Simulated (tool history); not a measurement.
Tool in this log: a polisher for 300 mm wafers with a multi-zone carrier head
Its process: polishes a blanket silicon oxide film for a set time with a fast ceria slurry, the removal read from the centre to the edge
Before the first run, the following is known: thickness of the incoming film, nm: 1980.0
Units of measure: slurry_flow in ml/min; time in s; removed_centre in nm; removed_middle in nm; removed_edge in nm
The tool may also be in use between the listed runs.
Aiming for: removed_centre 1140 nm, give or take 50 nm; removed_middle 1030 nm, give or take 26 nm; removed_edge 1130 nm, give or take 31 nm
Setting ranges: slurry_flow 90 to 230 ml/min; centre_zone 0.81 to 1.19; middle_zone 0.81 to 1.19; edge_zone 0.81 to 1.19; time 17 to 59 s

run	hour	slurry_flow	centre_zone	middle_zone	edge_zone	time	removed_centre	removed_middle	removed_edge
1	0	150	1	1	1	38	795.18	775.52	772.06
2	1.2	160	1.01	0.99	1.05	41	894.31	847.66	854.87
3	6.7	175	1.01	0.99	1.05	41	879.66	851.76	867.53
4	15.6	175	1.01	0.99	1.08	41	922.42	855.81	877.57
5	18.7	175	1.01	0.93	1.08	41	909.27	813.83	882.77
6	25.9	185	1.01	0.94	1.11	43	953.77	870.33	935.95
7	30.7	190	1.01	0.94	1.13	45	988.42	906.02	981.96
8	36.6	190	1.02	0.94	1.14	47	1065.8	953.58	1037.3
9	40.1	195	1.02	0.94	1.15	48	1103.9	985.05	1058.2
10	42.8	200	1.01	0.94	1.16	49	1089.6	1009.3	1101.2

4 candidate next runs follow, results not yet known. Just one meets every target within its allowed miss. Identify it.
A	45.5	210	0.96	0.94	1.17	47	?	?	?
B	45.5	200	0.94	0.95	1.18	50	?	?	?
C	45.5	230	1.03	0.94	1.19	49	?	?	?
D	45.5	195	0.94	0.85	1.14	55	?	?	?

move	removed_centre	removed_middle	removed_edge
A	1008	963.62	1071.3
B	1041.5	1026.9	1137.9
C	1143.8	1016.8	1136.1
D	1139.9	1026.1	1230.2
A: the biggest miss grows against the last run
B: the biggest miss grows against the last run
C: all results land within tolerance of their targets
D: the furthest-off result lands on target, but another misses its tolerance
So the answer is move C, the one that meets all the targets.

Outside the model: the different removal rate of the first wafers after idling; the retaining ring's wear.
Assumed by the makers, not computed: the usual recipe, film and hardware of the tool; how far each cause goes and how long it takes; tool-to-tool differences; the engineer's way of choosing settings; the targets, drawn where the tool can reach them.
